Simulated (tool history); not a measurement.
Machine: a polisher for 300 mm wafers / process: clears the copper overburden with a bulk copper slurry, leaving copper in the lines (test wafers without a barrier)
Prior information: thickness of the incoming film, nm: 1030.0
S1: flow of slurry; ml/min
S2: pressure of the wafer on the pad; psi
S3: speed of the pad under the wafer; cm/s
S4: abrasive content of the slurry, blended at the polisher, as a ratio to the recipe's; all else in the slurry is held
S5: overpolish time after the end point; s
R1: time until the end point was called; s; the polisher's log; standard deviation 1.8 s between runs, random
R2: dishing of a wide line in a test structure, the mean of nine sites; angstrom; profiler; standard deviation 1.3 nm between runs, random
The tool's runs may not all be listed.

run,day,S1,S2,S3,S4,S5,R1,R2
1,0,290,3.4,92,1,26,86.489,994.57
2,0.192,290,3.4,106,1,26,75.109,1045
3,0.367,290,2.9,102,1,29,90.359,989.62
4,0.621,290,2.6,98,1,32,104.07,978.56
5,0.683,290,2.3,96,1,33,119.29,906.37
6,0.975,315,2.3,96,1,33,119.86,913.95
7,1.179,315,2.3,96,1,33,119.19,908.09
# day 1.325: head pressure recalibrated
8,1.325,315,2.1,96,1,35,143.25,856.37
9,1.475,320,2.1,96,1,36,139.5,862.84

The next listed run, before its measurement:
10,1.667,320,2.1,96,1,37,?,?

R1: 141.6 s
R2: 870.18 angstrom
